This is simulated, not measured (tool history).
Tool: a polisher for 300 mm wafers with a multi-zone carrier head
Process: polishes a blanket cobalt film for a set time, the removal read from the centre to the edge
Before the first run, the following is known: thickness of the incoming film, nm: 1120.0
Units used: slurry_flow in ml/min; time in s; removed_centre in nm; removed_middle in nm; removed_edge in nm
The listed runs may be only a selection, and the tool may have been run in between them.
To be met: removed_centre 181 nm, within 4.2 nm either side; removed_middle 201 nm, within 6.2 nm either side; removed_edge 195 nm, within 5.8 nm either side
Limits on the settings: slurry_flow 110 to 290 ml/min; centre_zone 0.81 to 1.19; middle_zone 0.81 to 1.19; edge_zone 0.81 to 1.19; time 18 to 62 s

{"run": 1, "hour": 0.0, "slurry_flow": 185, "centre_zone": 1, "middle_zone": 1, "edge_zone": 1, "time": 40, "removed_centre": 323.58, "removed_middle": 327.81, "removed_edge": 336.29}
{"run": 2, "hour": 7.1, "slurry_flow": 180, "centre_zone": 0.99, "middle_zone": 1, "edge_zone": 0.98, "time": 38, "removed_centre": 301.93, "removed_middle": 303.27, "removed_edge": 312.61}
{"run": 3, "hour": 12.8, "slurry_flow": 175, "centre_zone": 0.98, "middle_zone": 1, "edge_zone": 0.96, "time": 37, "removed_centre": 292.11, "removed_middle": 295.13, "removed_edge": 303.34}
{"run": 4, "hour": 21.7, "slurry_flow": 175, "centre_zone": 0.98, "middle_zone": 1.05, "edge_zone": 0.96, "time": 37, "removed_centre": 294.5, "removed_middle": 310.69, "removed_edge": 302.86}
{"run": 5, "hour": 29.3, "slurry_flow": 130, "centre_zone": 0.98, "middle_zone": 1.05, "edge_zone": 0.96, "time": 37, "removed_centre": 268.73, "removed_middle": 288.75, "removed_edge": 286.19}
{"run": 6, "hour": 37.9, "slurry_flow": 130, "centre_zone": 0.97, "middle_zone": 1.05, "edge_zone": 0.95, "time": 36, "removed_centre": 262.35, "removed_middle": 285.68, "removed_edge": 279.14}
{"run": 7, "hour": 43.2, "slurry_flow": 140, "centre_zone": 0.88, "middle_zone": 0.96, "edge_zone": 0.85, "time": 25, "removed_centre": 175.1, "removed_middle": 186.79, "removed_edge": 186.93}
{"run": 8, "hour": 47.0, "slurry_flow": 145, "centre_zone": 0.88, "middle_zone": 0.96, "edge_zone": 0.85, "time": 25, "removed_centre": 176.69, "removed_middle": 190.09, "removed_edge": 187.03}

Next run, 5 choices. One meets every target within its allowed miss, the rest don't. Which?
{"run": "A", "hour": 50.8, "slurry_flow": 155, "centre_zone": 0.82, "middle_zone": 0.97, "edge_zone": 0.9, "time": 25, "removed_centre": "?", "removed_middle": "?", "removed_edge": "?"}
{"run": "B", "hour": 50.8, "slurry_flow": 110, "centre_zone": 0.9, "middle_zone": 1.02, "edge_zone": 0.86, "time": 27, "removed_centre": "?", "removed_middle": "?", "removed_edge": "?"}
{"run": "C", "hour": 50.8, "slurry_flow": 135, "centre_zone": 0.87, "middle_zone": 0.88, "edge_zone": 0.91, "time": 26, "removed_centre": "?", "removed_middle": "?", "removed_edge": "?"}
{"run": "D", "hour": 50.8, "slurry_flow": 165, "centre_zone": 0.91, "middle_zone": 0.83, "edge_zone": 0.91, "time": 25, "removed_centre": "?", "removed_middle": "?", "removed_edge": "?"}
{"run": "E", "hour": 50.8, "slurry_flow": 165, "centre_zone": 0.92, "middle_zone": 0.92, "edge_zone": 0.81, "time": 24, "removed_centre": "?", "removed_middle": "?", "removed_edge": "?"}

move=A removed_centre=173.94 removed_middle=190.08 removed_edge=193.09
move=B removed_centre=182.16 removed_middle=198.33 removed_edge=193.43
move=C removed_centre=181.5 removed_middle=177.24 removed_edge=198.11
move=D removed_centre=187.39 removed_middle=168.89 removed_edge=196.03
move=E removed_centre=181.23 removed_middle=176.53 removed_edge=178.4
A: no nearer and no further than the last run
B: every result lands within tolerance
C: its largest miss is bigger than the last run's
D: its largest miss is bigger than the last run's
E: its largest miss is bigger than the last run's
So the answer is move B, the one that meets all the targets.
